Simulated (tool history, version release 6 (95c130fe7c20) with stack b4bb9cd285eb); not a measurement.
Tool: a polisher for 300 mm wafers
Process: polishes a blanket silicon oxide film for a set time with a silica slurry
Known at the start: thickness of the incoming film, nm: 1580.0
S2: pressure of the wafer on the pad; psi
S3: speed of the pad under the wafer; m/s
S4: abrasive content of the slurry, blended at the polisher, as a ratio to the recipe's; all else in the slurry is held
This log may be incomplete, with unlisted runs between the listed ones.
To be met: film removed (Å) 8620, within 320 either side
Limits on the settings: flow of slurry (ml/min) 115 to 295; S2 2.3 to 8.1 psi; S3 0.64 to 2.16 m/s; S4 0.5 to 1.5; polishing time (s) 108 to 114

Run 1, hour 0: flow of slurry (ml/min) 190, S2 5.2 psi, S3 1.4 m/s, S4 1, polishing time (s) 108. Result: film removed (Å) 4844.1.
Run 2, hour 1.5: flow of slurry (ml/min) 225, S2 5.2 psi, S3 1.4 m/s, S4 1, polishing time (s) 108. Result: film removed (Å) 4963.4.
Run 3, hour 4.7: flow of slurry (ml/min) 225, S2 5.7 psi, S3 1.4 m/s, S4 1, polishing time (s) 108. Result: film removed (Å) 5412.2.
Run 4, hour 11.9: flow of slurry (ml/min) 225, S2 5.7 psi, S3 1.06 m/s, S4 1, polishing time (s) 108. Result: film removed (Å) 4288.2.
Run 5, hour 15.6: flow of slurry (ml/min) 225, S2 6.1 psi, S3 1.12 m/s, S4 1, polishing time (s) 108. Result: film removed (Å) 4815.3.
Run 6, hour 22.5: flow of slurry (ml/min) 225, S2 6.8 psi, S3 1.12 m/s, S4 1, polishing time (s) 108. Result: film removed (Å) 5214.6.
Run 7, hour 29.9: flow of slurry (ml/min) 225, S2 7 psi, S3 1.2 m/s, S4 1, polishing time (s) 108. Result: film removed (Å) 5641.4.
Run 8, hour 35.7: flow of slurry (ml/min) 230, S2 8.1 psi, S3 1.58 m/s, S4 1.05, polishing time (s) 108. Result: film removed (Å) 8231.7.
Run 9, hour 42.4: flow of slurry (ml/min) 230, S2 8.1 psi, S3 1.6 m/s, S4 1.05, polishing time (s) 108. Result: film removed (Å) 8204.3.

Which single option among these 4 for the next run brings every result within its allowed miss of target? Just one does.
Run A, hour 49.1: flow of slurry (ml/min) 180, S2 8.1 psi, S3 1.94 m/s, S4 0.95, polishing time (s) 111. Result: film removed (Å) ?.
Run B, hour 49.1: flow of slurry (ml/min) 230, S2 8.1 psi, S3 1.64 m/s, S4 0.95, polishing time (s) 114. Result: film removed (Å) ?.
Run C, hour 49.1: flow of slurry (ml/min) 225, S2 8.1 psi, S3 1.64 m/s, S4 1.2, polishing time (s) 113. Result: film removed (Å) ?.
Run D, hour 49.1: flow of slurry (ml/min) 265, S2 8.1 psi, S3 1.64 m/s, S4 1.15, polishing time (s) 114. Result: film removed (Å) ?.

move  film removed (Å)
   A            9262.4
   B            8608.5
   C            9297.7
   D            9409.8
A: carries the result that was furthest off beyond its target, to the other side
B: hits every target within its allowed miss
C: carries the result that was furthest off beyond its target, to the other side
D: carries the result that was furthest off beyond its target, to the other side
The right move is B.
